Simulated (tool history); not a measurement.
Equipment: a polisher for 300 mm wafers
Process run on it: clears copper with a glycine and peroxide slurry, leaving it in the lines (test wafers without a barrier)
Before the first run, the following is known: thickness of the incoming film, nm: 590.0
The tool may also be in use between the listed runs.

run	hour	flow of slurry (ml/min)	pressure of the wafer on the pad (kPa)	speed of the pad under the wafer (m/s)	overpolish time after the end point (s)	time until the end point was called (s)	dishing of a wide line in a test structure (Å)
1	0.0	165	15.2	0.98	12	151.86	334.30
2	3.7	160	14.5	1.02	11	152.57	296.55
3	7.2	150	13.1	1.10	10	154.07	270.95
4	14.7	140	11.7	1.16	9	157.17	237.39
5	23.0	140	15.9	1.16	9	133.02	276.34
6	26.9	140	15.9	0.94	9	159.50	244.11
7	35.1	135	14.5	1.04	8	153.76	220.02

Predict the results of run 8:
8	36.8	130	13.1	1.08	7	?	?

{"run 8": {"time until the end point was called (s)": 159.68, "dishing of a wide line in a test structure (Å)": 192.49}}
